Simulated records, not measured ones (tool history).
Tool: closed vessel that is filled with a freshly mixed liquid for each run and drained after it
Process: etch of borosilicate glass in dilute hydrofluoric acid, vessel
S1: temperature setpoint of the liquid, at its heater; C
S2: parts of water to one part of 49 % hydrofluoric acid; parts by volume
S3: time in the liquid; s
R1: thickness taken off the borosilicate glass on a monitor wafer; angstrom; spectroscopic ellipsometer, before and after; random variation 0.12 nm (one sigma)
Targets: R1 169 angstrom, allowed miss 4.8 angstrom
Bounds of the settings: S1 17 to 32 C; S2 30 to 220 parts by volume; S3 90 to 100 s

run 1 hour=0 | S1=24 S2=125 S3=90 | R1=102.94
run 2 hour=8.4 | S1=21 S2=125 S3=90 | R1=91.561
run 3 hour=11.8 | S1=21 S2=105 S3=90 | R1=110.17
run 4 hour=12.5 | S1=22 S2=105 S3=90 | R1=114.95
run 5 hour=16.2 | S1=22 S2=80 S3=90 | R1=155.35
run 6 hour=22.7 | S1=22 S2=105 S3=90 | R1=114.29
run 7 hour=29.8 | S1=23 S2=105 S3=90 | R1=119.99
run 8 hour=34.7 | S1=24 S2=105 S3=90 | R1=125.21
run 9 hour=39.2 | S1=28 S2=100 S3=90 | R1=154.41
run 10 hour=44.9 | S1=28.5 S2=100 S3=90 | R1=158.71
run 11 hour=48.1 | S1=29.5 S2=100 S3=90 | R1=162.48

Which of these 4 next moves meets every target?
run A hour=51.3 | S1=32 S2=115 S3=95 | R1=?
run B hour=51.3 | S1=31.5 S2=115 S3=100 | R1=?
run C hour=51.3 | S1=29.5 S2=105 S3=90 | R1=?
run D hour=51.3 | S1=31 S2=120 S3=100 | R1=?

move=A R1=162.89
move=B R1=168.37
move=C R1=156.32
move=D R1=157.32
A: nearer than the last run, and not there yet
B: meets every target
C: further off than the last run
D: further off than the last run
Answer: B
